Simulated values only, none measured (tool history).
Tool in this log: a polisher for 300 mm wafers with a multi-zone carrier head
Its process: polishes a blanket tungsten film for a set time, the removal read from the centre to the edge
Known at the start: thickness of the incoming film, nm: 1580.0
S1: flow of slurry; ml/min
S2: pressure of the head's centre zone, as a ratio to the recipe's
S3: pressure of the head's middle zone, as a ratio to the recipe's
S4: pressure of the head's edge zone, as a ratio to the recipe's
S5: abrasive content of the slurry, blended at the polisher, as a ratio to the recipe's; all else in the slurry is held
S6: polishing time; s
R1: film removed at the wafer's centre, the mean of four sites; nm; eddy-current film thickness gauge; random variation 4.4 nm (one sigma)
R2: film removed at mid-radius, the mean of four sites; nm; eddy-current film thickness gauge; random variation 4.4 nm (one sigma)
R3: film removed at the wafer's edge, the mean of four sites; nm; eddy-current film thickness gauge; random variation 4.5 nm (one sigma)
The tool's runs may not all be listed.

run  hour   S1    S2    S3    S4    S5  S6      R1      R2      R3
  1   0.0  285  1.00  1.00  1.00  1.00  77  364.53  372.41  366.96
  2   1.3  285  1.00  1.00  0.94  1.00  77  361.54  371.27  357.49
  3   8.5  285  0.99  0.99  0.94  0.95  77  360.53  353.46  355.21
  4  11.0  285  0.99  0.99  0.90  0.95  77  358.05  362.69  345.18
  5  17.2  330  0.99  0.99  0.90  0.95  77  365.83  365.97  344.90
  6  20.9  330  0.99  0.99  0.90  0.95  93  429.30  434.74  436.70

For run 7, what comes out?
  7  26.4  330  0.98  0.99  0.90  0.90  91   ?   ?   ?

R1: 422.72 nm
R2: 411.84 nm
R3: 419.40 nm
